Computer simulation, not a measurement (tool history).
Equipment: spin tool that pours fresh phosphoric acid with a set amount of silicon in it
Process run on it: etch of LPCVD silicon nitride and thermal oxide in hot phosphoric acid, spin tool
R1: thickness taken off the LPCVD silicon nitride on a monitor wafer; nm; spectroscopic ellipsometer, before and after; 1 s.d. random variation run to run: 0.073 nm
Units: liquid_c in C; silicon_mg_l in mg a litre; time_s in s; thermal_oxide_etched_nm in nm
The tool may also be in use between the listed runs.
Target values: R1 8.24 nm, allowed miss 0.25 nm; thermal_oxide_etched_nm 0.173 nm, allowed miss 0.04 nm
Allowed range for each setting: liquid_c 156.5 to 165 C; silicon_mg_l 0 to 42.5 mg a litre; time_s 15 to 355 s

Run 1, hour 0: liquid_c 160 C, silicon_mg_l 18.5 mg a litre, time_s 180 s. Result: R1 15.088 nm, thermal_oxide_etched_nm 0.37062 nm.
Run 2, hour 6.2: liquid_c 160 C, silicon_mg_l 10.5 mg a litre, time_s 180 s. Result: R1 15.344 nm, thermal_oxide_etched_nm 0.43745 nm.
Run 3, hour 11.1: liquid_c 160 C, silicon_mg_l 10.5 mg a litre, time_s 235 s. Result: R1 19.968 nm, thermal_oxide_etched_nm 0.46323 nm.
Run 4, hour 19.8: liquid_c 160 C, silicon_mg_l 3.5 mg a litre, time_s 235 s. Result: R1 19.799 nm, thermal_oxide_etched_nm 0.664 nm.
Run 5, hour 25.6: liquid_c 159 C, silicon_mg_l 9.5 mg a litre, time_s 185 s. Result: R1 15.283 nm, thermal_oxide_etched_nm 0.42486 nm.
Run 6, hour 27.4: liquid_c 160.5 C, silicon_mg_l 9.5 mg a litre, time_s 185 s. Result: R1 16.077 nm, thermal_oxide_etched_nm 0.50471 nm.
Run 7, hour 28: liquid_c 159.5 C, silicon_mg_l 14 mg a litre, time_s 150 s. Result: R1 12.4 nm, thermal_oxide_etched_nm 0.28198 nm.
Run 8, hour 33: liquid_c 159 C, silicon_mg_l 12.5 mg a litre, time_s 130 s. Result: R1 10.659 nm, thermal_oxide_etched_nm 0.2645 nm.
Run 9, hour 39: liquid_c 158.5 C, silicon_mg_l 12.5 mg a litre, time_s 120 s. Result: R1 9.6397 nm, thermal_oxide_etched_nm 0.22625 nm.
Run 10, hour 44.1: liquid_c 158 C, silicon_mg_l 12 mg a litre, time_s 115 s. Result: R1 9.0828 nm, thermal_oxide_etched_nm 0.21905 nm.
Run 11, hour 50.2: liquid_c 157.5 C, silicon_mg_l 12.5 mg a litre, time_s 115 s. Result: R1 8.9391 nm, thermal_oxide_etched_nm 0.22205 nm.
Run 12, hour 53.2: liquid_c 156.5 C, silicon_mg_l 20 mg a litre, time_s 100 s. Result: R1 7.55 nm, thermal_oxide_etched_nm 0.13143 nm.
Run 13, hour 54.2: liquid_c 157 C, silicon_mg_l 19 mg a litre, time_s 100 s. Result: R1 7.6658 nm, thermal_oxide_etched_nm 0.14353 nm.
Run 14, hour 56.2: liquid_c 157.5 C, silicon_mg_l 18.5 mg a litre, time_s 100 s. Result: R1 7.8262 nm, thermal_oxide_etched_nm 0.15764 nm.
Run 15, hour 59.2: liquid_c 158 C, silicon_mg_l 18.5 mg a litre, time_s 100 s. Result: R1 8.0367 nm, thermal_oxide_etched_nm 0.15598 nm.
Run 16, hour 63.9: liquid_c 158 C, silicon_mg_l 18 mg a litre, time_s 100 s. Result: R1 8.0092 nm, thermal_oxide_etched_nm 0.14008 nm.

Which of these 4 next moves meets every target?
Run A, hour 68.6: liquid_c 159.5 C, silicon_mg_l 37 mg a litre, time_s 100 s. Result: R1 ?, thermal_oxide_etched_nm ?.
Run B, hour 68.6: liquid_c 158 C, silicon_mg_l 17.5 mg a litre, time_s 105 s. Result: R1 ?, thermal_oxide_etched_nm ?.
Run C, hour 68.6: liquid_c 159.5 C, silicon_mg_l 33.5 mg a litre, time_s 95 s. Result: R1 ?, thermal_oxide_etched_nm ?.
Run D, hour 68.6: liquid_c 157 C, silicon_mg_l 33.5 mg a litre, time_s 100 s. Result: R1 ?, thermal_oxide_etched_nm ?.

move      R1  thermal_oxide_etched_nm
   A   8.292                 0.090968
   B  8.2764                  0.17795
   C  7.8774                  0.10322
   D   7.619                 0.090147
A: the furthest-off result lands on target, but another misses its tolerance
B: hits every target within its allowed miss
C: the biggest miss grows against the last run
D: the biggest miss grows against the last run
Answer: B
